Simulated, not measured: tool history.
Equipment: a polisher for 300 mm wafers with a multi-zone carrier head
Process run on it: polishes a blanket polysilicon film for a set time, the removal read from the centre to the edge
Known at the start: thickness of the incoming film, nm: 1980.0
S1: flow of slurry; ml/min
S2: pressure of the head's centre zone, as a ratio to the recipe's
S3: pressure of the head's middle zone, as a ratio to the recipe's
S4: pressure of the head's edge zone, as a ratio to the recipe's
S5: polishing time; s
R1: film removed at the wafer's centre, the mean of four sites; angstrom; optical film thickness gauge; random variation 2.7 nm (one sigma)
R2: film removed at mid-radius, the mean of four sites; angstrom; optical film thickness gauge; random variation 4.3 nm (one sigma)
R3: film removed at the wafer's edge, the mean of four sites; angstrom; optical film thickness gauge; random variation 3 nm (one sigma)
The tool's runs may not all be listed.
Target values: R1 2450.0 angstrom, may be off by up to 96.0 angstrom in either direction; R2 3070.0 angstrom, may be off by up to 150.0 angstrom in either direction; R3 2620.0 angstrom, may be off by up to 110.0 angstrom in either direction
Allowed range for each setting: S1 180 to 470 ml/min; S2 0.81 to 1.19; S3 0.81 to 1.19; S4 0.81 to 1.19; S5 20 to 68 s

{"run": 1, "hour": 0.0, "S1": 300, "S2": 1.0, "S3": 1.0, "S4": 1.0, "S5": 44, "R1": 2026.6, "R2": 1953.7, "R3": 1987.2}
{"run": 2, "hour": 6.0, "S1": 300, "S2": 1.0, "S3": 1.0, "S4": 0.92, "S5": 44, "R1": 1980.1, "R2": 1973.0, "R3": 1957.1}
{"run": 3, "hour": 7.3, "S1": 300, "S2": 1.0, "S3": 1.0, "S4": 0.92, "S5": 49, "R1": 2227.9, "R2": 2174.8, "R3": 2190.5}
{"run": 4, "hour": 11.3, "S1": 300, "S2": 1.0, "S3": 1.08, "S4": 0.92, "S5": 49, "R1": 2208.0, "R2": 2362.8, "R3": 2186.5}
{"run": 5, "hour": 13.4, "S1": 300, "S2": 1.0, "S3": 1.08, "S4": 0.92, "S5": 45, "R1": 2049.6, "R2": 2150.9, "R3": 2058.4}
{"run": 6, "hour": 18.6, "S1": 305, "S2": 0.99, "S3": 1.1, "S4": 0.91, "S5": 47, "R1": 2148.2, "R2": 2318.6, "R3": 2094.9}
{"run": 7, "hour": 24.9, "S1": 295, "S2": 0.97, "S3": 1.11, "S4": 0.92, "S5": 49, "R1": 2125.1, "R2": 2401.4, "R3": 2163.5}
{"run": 8, "hour": 31.5, "S1": 295, "S2": 0.96, "S3": 1.12, "S4": 0.93, "S5": 51, "R1": 2274.3, "R2": 2451.6, "R3": 2258.0}
{"run": 9, "hour": 32.4, "S1": 290, "S2": 0.93, "S3": 1.14, "S4": 0.9, "S5": 53, "R1": 2265.6, "R2": 2618.8, "R3": 2317.8}
{"run": 10, "hour": 34.7, "S1": 295, "S2": 0.91, "S3": 1.15, "S4": 0.9, "S5": 54, "R1": 2319.9, "R2": 2711.8, "R3": 2392.0}
{"run": 11, "hour": 39.7, "S1": 305, "S2": 0.89, "S3": 1.16, "S4": 0.9, "S5": 55, "R1": 2231.7, "R2": 2765.4, "R3": 2410.5}

Below are 5 possible settings for the next run. Only one of them brings all results inside the allowed miss of their targets. Which is it?
{"run": "A", "hour": 44.7, "S1": 310, "S2": 0.99, "S3": 1.15, "S4": 0.86, "S5": 61, "R1": "?", "R2": "?", "R3": "?"}
{"run": "B", "hour": 44.7, "S1": 275, "S2": 0.89, "S3": 1.15, "S4": 0.86, "S5": 67, "R1": "?", "R2": "?", "R3": "?"}
{"run": "C", "hour": 44.7, "S1": 350, "S2": 0.82, "S3": 1.19, "S4": 0.95, "S5": 64, "R1": "?", "R2": "?", "R3": "?"}
{"run": "D", "hour": 44.7, "S1": 240, "S2": 0.86, "S3": 1.14, "S4": 0.84, "S5": 63, "R1": "?", "R2": "?", "R3": "?"}
{"run": "E", "hour": 44.7, "S1": 285, "S2": 1.01, "S3": 1.14, "S4": 0.91, "S5": 53, "R1": "?", "R2": "?", "R3": "?"}

move=A R1=2733.4 R2=3083.4 R3=2632.8
move=B R1=2688.6 R2=3343.7 R3=2862.7
move=C R1=2455.1 R2=3373.3 R3=2920.0
move=D R1=2404.4 R2=3066.8 R3=2628.2
move=E R1=2393.8 R2=2634.4 R3=2332.9
A: moves the result that the last run missed by most past its target, out the other side
B: moves the result that the last run missed by most past its target, out the other side
C: meets the target for the result that was furthest off, but another lies outside its allowed miss
D: every result within its allowed miss
E: meets the target for the result that was furthest off, but another lies outside its allowed miss
D is the move that brings every result within its allowed miss.

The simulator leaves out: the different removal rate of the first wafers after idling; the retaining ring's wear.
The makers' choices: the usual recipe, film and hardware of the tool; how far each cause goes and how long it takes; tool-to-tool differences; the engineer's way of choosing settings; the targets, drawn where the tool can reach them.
